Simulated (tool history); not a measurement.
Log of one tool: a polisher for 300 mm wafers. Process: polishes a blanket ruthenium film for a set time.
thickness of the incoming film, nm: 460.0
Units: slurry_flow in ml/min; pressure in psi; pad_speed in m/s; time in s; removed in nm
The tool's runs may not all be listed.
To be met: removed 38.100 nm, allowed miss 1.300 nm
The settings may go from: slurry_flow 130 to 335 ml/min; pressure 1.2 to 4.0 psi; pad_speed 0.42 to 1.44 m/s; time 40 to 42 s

Run 1, hour 0.0: slurry_flow 215 ml/min, pressure 2.6 psi, pad_speed 0.92 m/s, time 40 s. Result: removed 47.285 nm.
Run 2, hour 7.7: slurry_flow 215 ml/min, pressure 2.6 psi, pad_speed 0.92 m/s, time 40 s. Result: removed 46.721 nm.
Run 3, hour 13.8: slurry_flow 215 ml/min, pressure 2.6 psi, pad_speed 0.92 m/s, time 40 s. Result: removed 47.397 nm.
Run 4, hour 18.5: slurry_flow 215 ml/min, pressure 2.5 psi, pad_speed 0.92 m/s, time 40 s. Result: removed 45.659 nm.
At hour 21.6: head pressure recalibrated.
Run 5, hour 21.6: slurry_flow 215 ml/min, pressure 2.5 psi, pad_speed 0.92 m/s, time 40 s. Result: removed 42.728 nm.
Run 6, hour 29.4: slurry_flow 210 ml/min, pressure 2.4 psi, pad_speed 0.92 m/s, time 40 s. Result: removed 41.852 nm.
Run 7, hour 33.1: slurry_flow 205 ml/min, pressure 2.4 psi, pad_speed 0.92 m/s, time 40 s. Result: removed 41.404 nm.
Run 8, hour 37.9: slurry_flow 200 ml/min, pressure 2.4 psi, pad_speed 0.92 m/s, time 40 s. Result: removed 41.585 nm.
Run 9, hour 40.3: slurry_flow 195 ml/min, pressure 2.4 psi, pad_speed 0.92 m/s, time 40 s. Result: removed 40.608 nm.
Run 10, hour 44.5: slurry_flow 195 ml/min, pressure 2.4 psi, pad_speed 0.92 m/s, time 40 s. Result: removed 41.524 nm.
Run 11, hour 45.6: slurry_flow 190 ml/min, pressure 2.4 psi, pad_speed 0.92 m/s, time 40 s. Result: removed 41.487 nm.

4 next moves are on the table. One of them brings every result within its allowed miss. Which?
Run A, hour 46.7: slurry_flow 135 ml/min, pressure 2.4 psi, pad_speed 0.90 m/s, time 42 s. Result: removed ?.
Run B, hour 46.7: slurry_flow 130 ml/min, pressure 3.1 psi, pad_speed 0.74 m/s, time 42 s. Result: removed ?.
Run C, hour 46.7: slurry_flow 245 ml/min, pressure 2.4 psi, pad_speed 0.80 m/s, time 41 s. Result: removed ?.
Run D, hour 46.7: slurry_flow 190 ml/min, pressure 2.3 psi, pad_speed 0.94 m/s, time 40 s. Result: removed ?.

move  removed
   A   41.346
   B   41.923
   C   38.611
   D   41.080
A: as far off as the last run
B: further off than the last run
C: meets every target
D: nearer than the last run, and not there yet
Answer: C
